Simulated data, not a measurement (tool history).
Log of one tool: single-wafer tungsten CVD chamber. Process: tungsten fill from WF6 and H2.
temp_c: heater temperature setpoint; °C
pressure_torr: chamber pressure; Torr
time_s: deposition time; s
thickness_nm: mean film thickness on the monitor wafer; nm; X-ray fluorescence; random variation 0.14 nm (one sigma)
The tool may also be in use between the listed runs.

Run 1, hour 0.0: temp_c 375 °C, pressure_torr 49.7 Torr, time_s 14.1 s. Result: thickness_nm 33.875 nm.
Run 2, hour 8.2: temp_c 385 °C, pressure_torr 49.7 Torr, time_s 14.1 s. Result: thickness_nm 40.764 nm.
Run 3, hour 9.3: temp_c 380 °C, pressure_torr 49.5 Torr, time_s 14.1 s. Result: thickness_nm 37.180 nm.
Run 4, hour 11.4: temp_c 389 °C, pressure_torr 49.5 Torr, time_s 14.1 s. Result: thickness_nm 44.350 nm.
Run 5, hour 16.4: temp_c 395 °C, pressure_torr 49.5 Torr, time_s 14.1 s. Result: thickness_nm 48.646 nm.
Run 6, hour 20.1: temp_c 395 °C, pressure_torr 42.1 Torr, time_s 14.1 s. Result: thickness_nm 45.301 nm.
Run 7, hour 28.0: temp_c 388 °C, pressure_torr 41.8 Torr, time_s 14.1 s. Result: thickness_nm 40.294 nm.
Run 8, hour 36.1: temp_c 376 °C, pressure_torr 40.7 Torr, time_s 14.1 s. Result: thickness_nm 32.115 nm.
Run 9, hour 43.9: temp_c 374 °C, pressure_torr 40.6 Torr, time_s 14.1 s. Result: thickness_nm 30.882 nm.
Run 10, hour 50.7: temp_c 373 °C, pressure_torr 40.5 Torr, time_s 14.1 s. Result: thickness_nm 30.440 nm.

Forecast run 11:
Run 11, hour 55.4: temp_c 372 °C, pressure_torr 40.5 Torr, time_s 14.1 s. Result: thickness_nm ?.

Run 11 gave thickness_nm 29.934 nm.

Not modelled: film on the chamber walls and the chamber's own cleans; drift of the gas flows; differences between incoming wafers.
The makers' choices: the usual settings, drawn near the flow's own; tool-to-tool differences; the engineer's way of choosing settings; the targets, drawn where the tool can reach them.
